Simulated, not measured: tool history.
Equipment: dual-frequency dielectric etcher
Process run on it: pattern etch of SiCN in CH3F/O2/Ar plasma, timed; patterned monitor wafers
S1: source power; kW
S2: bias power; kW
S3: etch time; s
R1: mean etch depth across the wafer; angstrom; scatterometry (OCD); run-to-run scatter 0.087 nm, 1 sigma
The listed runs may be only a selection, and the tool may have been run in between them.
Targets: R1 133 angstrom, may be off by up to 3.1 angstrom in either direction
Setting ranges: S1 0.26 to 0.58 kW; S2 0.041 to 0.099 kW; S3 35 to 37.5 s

run,hour,S1,S2,S3,R1
1,0,0.42,0.07,37.5,160.48
2,6.4,0.42,0.07,35,153.64
3,12.6,0.42,0.07,35,153.16
4,20.3,0.42,0.07,37.5,163.79
5,22.1,0.4,0.068,37.5,156.42
6,23.1,0.4,0.068,37.5,156.68
7,25.3,0.32,0.055,36.5,119.09
8,31.8,0.33,0.055,36.5,119.07
9,32.5,0.41,0.063,37,152.15
10,39.2,0.4,0.063,37,148.32
11,43.5,0.39,0.063,37,148.06
12,48.7,0.31,0.055,36.5,116.19
13,50.8,0.32,0.055,36.5,118.75
14,53.9,0.33,0.055,36.5,121.25
15,62.5,0.34,0.055,36.5,123.54
16,64,0.41,0.058,36.5,143.49
17,68.4,0.4,0.058,36.5,141.02
18,71.4,0.38,0.058,36.5,136.23

Exercise: of the 5 proposed moves below, exactly one satisfies all targets within the stated allowed misses. Which move is it?
A,74.4,0.37,0.056,35,?
B,74.4,0.38,0.057,37.5,?
C,74.4,0.41,0.048,36.5,?
D,74.4,0.4,0.049,35.5,?
E,74.4,0.4,0.057,36.5,?

move,R1
A,128.22
B,140.95
C,133.32
D,128.82
E,141.8
A: takes the biggest miss from the last run beyond its target
B: misses by more than the last run did
C: meets every target
D: takes the biggest miss from the last run beyond its target
E: misses by more than the last run did
C meets every target.

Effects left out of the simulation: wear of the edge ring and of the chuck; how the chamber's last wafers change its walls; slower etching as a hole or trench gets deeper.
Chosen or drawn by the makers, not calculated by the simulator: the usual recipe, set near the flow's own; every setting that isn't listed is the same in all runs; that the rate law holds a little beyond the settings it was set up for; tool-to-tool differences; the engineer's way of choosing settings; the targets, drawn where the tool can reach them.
